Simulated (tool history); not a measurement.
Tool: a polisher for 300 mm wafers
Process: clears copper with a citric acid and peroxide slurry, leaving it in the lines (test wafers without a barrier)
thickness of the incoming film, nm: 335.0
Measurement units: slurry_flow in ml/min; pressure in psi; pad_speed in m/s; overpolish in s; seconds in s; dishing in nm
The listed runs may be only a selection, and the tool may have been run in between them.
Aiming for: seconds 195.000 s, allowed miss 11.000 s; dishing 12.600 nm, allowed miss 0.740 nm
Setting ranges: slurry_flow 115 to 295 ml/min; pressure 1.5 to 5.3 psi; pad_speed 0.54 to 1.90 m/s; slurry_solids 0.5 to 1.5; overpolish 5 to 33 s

run 1 hour=0.0 | slurry_flow=190 pressure=3.4 pad_speed=1.22 slurry_solids=1.0 overpolish=17 | seconds=119.600 dishing=13.662
run 2 hour=6.6 | slurry_flow=190 pressure=3.4 pad_speed=1.22 slurry_solids=1.0 overpolish=12 | seconds=126.210 dishing=12.405
run 3 hour=7.4 | slurry_flow=225 pressure=3.4 pad_speed=1.22 slurry_solids=1.0 overpolish=12 | seconds=119.560 dishing=12.582
run 4 hour=12.2 | slurry_flow=225 pressure=3.4 pad_speed=1.42 slurry_solids=1.0 overpolish=12 | seconds=104.160 dishing=13.220
run 5 hour=15.9 | slurry_flow=225 pressure=3.9 pad_speed=1.42 slurry_solids=1.0 overpolish=12 | seconds=91.864 dishing=13.427
run 6 hour=16.6 | slurry_flow=255 pressure=3.9 pad_speed=1.42 slurry_solids=1.0 overpolish=12 | seconds=91.492 dishing=13.218
run 7 hour=19.1 | slurry_flow=250 pressure=3.2 pad_speed=1.34 slurry_solids=1.0 overpolish=14 | seconds=117.030 dishing=13.139
run 8 hour=20.7 | slurry_flow=250 pressure=2.2 pad_speed=1.22 slurry_solids=1.0 overpolish=17 | seconds=164.920 dishing=12.390
run 9 hour=23.8 | slurry_flow=250 pressure=2.0 pad_speed=1.22 slurry_solids=1.0 overpolish=18 | seconds=179.970 dishing=12.144

Exactly one of the 4 candidate moves below puts every result within its allowed miss. Which one?
run A hour=26.9 | slurry_flow=260 pressure=2.2 pad_speed=1.28 slurry_solids=1.0 overpolish=16 | seconds=? dishing=?
run B hour=26.9 | slurry_flow=265 pressure=2.6 pad_speed=1.24 slurry_solids=0.8 overpolish=17 | seconds=? dishing=?
run C hour=26.9 | slurry_flow=285 pressure=2.3 pad_speed=1.30 slurry_solids=1.1 overpolish=14 | seconds=? dishing=?
run D hour=26.9 | slurry_flow=240 pressure=2.1 pad_speed=1.12 slurry_solids=0.9 overpolish=21 | seconds=? dishing=?

move=A seconds=158.840 dishing=12.288
move=B seconds=150.270 dishing=12.827
move=C seconds=147.700 dishing=12.025
move=D seconds=191.680 dishing=12.649
A: the biggest miss grows against the last run
B: the biggest miss grows against the last run
C: the biggest miss grows against the last run
D: all results land within tolerance of their targets
D is the move that brings every result within its allowed miss.
